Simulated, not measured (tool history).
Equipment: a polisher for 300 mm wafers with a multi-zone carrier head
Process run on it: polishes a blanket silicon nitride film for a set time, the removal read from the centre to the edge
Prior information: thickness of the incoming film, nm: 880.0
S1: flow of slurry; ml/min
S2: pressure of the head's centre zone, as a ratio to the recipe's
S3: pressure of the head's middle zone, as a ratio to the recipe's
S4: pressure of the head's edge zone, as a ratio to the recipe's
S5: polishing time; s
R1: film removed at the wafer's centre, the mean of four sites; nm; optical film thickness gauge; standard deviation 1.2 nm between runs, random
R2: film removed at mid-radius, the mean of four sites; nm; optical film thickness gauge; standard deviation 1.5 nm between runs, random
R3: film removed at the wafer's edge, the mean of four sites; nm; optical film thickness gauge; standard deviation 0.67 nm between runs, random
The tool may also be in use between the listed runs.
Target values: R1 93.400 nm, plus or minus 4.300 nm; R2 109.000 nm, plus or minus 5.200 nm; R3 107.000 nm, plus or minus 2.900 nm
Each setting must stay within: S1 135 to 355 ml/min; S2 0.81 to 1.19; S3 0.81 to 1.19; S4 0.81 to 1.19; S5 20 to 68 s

{"run": 1, "hour": 0.0, "S1": 225, "S2": 1.0, "S3": 1.0, "S4": 1.0, "S5": 44, "R1": 69.215, "R2": 68.974, "R3": 69.815}
{"run": 2, "hour": 2.1, "S1": 230, "S2": 0.99, "S3": 1.01, "S4": 1.01, "S5": 46, "R1": 71.788, "R2": 72.526, "R3": 73.736}
{"run": 3, "hour": 9.8, "S1": 235, "S2": 0.99, "S3": 1.02, "S4": 1.02, "S5": 47, "R1": 73.774, "R2": 77.367, "R3": 75.701}
{"run": 4, "hour": 17.4, "S1": 235, "S2": 0.99, "S3": 0.95, "S4": 1.02, "S5": 47, "R1": 72.965, "R2": 71.063, "R3": 75.797}
{"run": 5, "hour": 18.3, "S1": 235, "S2": 0.99, "S3": 1.02, "S4": 1.02, "S5": 47, "R1": 73.614, "R2": 75.778, "R3": 74.825}
{"run": 6, "hour": 22.1, "S1": 235, "S2": 0.99, "S3": 1.02, "S4": 0.98, "S5": 47, "R1": 73.053, "R2": 75.371, "R3": 73.519}
{"run": 7, "hour": 25.6, "S1": 235, "S2": 0.98, "S3": 1.02, "S4": 1.0, "S5": 48, "R1": 75.555, "R2": 76.934, "R3": 76.764}
{"run": 8, "hour": 31.2, "S1": 235, "S2": 0.97, "S3": 1.03, "S4": 1.02, "S5": 49, "R1": 76.394, "R2": 78.363, "R3": 78.649}
{"run": 9, "hour": 34.6, "S1": 240, "S2": 0.96, "S3": 1.05, "S4": 1.03, "S5": 50, "R1": 76.688, "R2": 81.36, "R3": 79.859}
{"run": 10, "hour": 36.4, "S1": 240, "S2": 0.95, "S3": 1.06, "S4": 1.04, "S5": 51, "R1": 76.676, "R2": 84.651, "R3": 82.273}
{"run": 11, "hour": 40.0, "S1": 240, "S2": 0.95, "S3": 1.06, "S4": 1.05, "S5": 52, "R1": 78.199, "R2": 84.426, "R3": 84.02}

Next run, 5 choices. One meets every target within its allowed miss, the rest don't. Which?
{"run": "A", "hour": 43.6, "S1": 275, "S2": 1.17, "S3": 1.17, "S4": 0.92, "S5": 47, "R1": "?", "R2": "?", "R3": "?"}
{"run": "B", "hour": 43.6, "S1": 280, "S2": 0.87, "S3": 1.19, "S4": 0.97, "S5": 45, "R1": "?", "R2": "?", "R3": "?"}
{"run": "C", "hour": 43.6, "S1": 255, "S2": 0.89, "S3": 1.1, "S4": 1.07, "S5": 64, "R1": "?", "R2": "?", "R3": "?"}
{"run": "D", "hour": 43.6, "S1": 250, "S2": 0.95, "S3": 0.9, "S4": 0.95, "S5": 42, "R1": "?", "R2": "?", "R3": "?"}
{"run": "E", "hour": 43.6, "S1": 185, "S2": 1.18, "S3": 0.91, "S4": 1.07, "S5": 56, "R1": "?", "R2": "?", "R3": "?"}

move=A R1=86.686 R2=85.486 R3=73.651
move=B R1=65.812 R2=83.113 R3=72.125
move=C R1=94.056 R2=110.550 R3=106.100
move=D R1=64.678 R2=63.140 R3=66.282
move=E R1=97.496 R2=80.940 R3=89.751
A: lands further from the targets than the last run did
B: lands further from the targets than the last run did
C: all results land within tolerance of their targets
D: lands further from the targets than the last run did
E: an improvement on the last run, though not all results are within tolerance
Correct choice: C, which meets every target
